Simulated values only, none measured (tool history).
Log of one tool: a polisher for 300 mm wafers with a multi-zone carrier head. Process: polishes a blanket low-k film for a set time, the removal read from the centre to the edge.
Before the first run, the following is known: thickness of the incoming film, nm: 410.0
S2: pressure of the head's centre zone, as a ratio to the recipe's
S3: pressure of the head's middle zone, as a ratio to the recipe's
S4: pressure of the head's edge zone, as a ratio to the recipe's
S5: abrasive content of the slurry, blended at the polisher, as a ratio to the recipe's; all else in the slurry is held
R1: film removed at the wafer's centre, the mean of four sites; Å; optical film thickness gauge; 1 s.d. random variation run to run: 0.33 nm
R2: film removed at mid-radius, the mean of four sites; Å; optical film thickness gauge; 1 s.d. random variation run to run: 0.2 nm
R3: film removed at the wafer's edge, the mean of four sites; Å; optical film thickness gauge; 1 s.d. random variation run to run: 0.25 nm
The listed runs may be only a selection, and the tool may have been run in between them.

run 1 hour=0 | flow_of_slurry_(ml/min)=195 S2=1 S3=1 S4=1 S5=1 polishing_time_(s)=61 | R1=373.87 R2=368.99 R3=372.2
run 2 hour=4.9 | flow_of_slurry_(ml/min)=195 S2=1 S3=1 S4=1 S5=1 polishing_time_(s)=56 | R1=349.05 R2=343.9 R3=346.35
run 3 hour=7.9 | flow_of_slurry_(ml/min)=240 S2=1 S3=1 S4=1 S5=1 polishing_time_(s)=56 | R1=352.46 R2=349.82 R3=353.93
run 4 hour=11.9 | flow_of_slurry_(ml/min)=240 S2=1 S3=1 S4=1 S5=1 polishing_time_(s)=66 | R1=416.18 R2=411.16 R3=412.81
run 5 hour=19.2 | flow_of_slurry_(ml/min)=230 S2=1 S3=1.02 S4=0.94 S5=0.85 polishing_time_(s)=60 | R1=344.92 R2=359.06 R3=338.88
run 6 hour=25.2 | flow_of_slurry_(ml/min)=220 S2=1.02 S3=1.01 S4=0.9 S5=0.75 polishing_time_(s)=56 | R1=308.33 R2=307.13 R3=292.62
run 7 hour=33.2 | flow_of_slurry_(ml/min)=215 S2=1.03 S3=1.03 S4=0.87 S5=0.65 polishing_time_(s)=53 | R1=273.56 R2=281.51 R3=257.08

Run 8, settings as shown, results not yet in. Your forecast:
run 8 hour=35.7 | flow_of_slurry_(ml/min)=205 S2=1.04 S3=1.04 S4=0.85 S5=0.6 polishing_time_(s)=52 | R1=? R2=? R3=?

R1: 274.09 Å
R2: 266.04 Å
R3: 238.93 Å
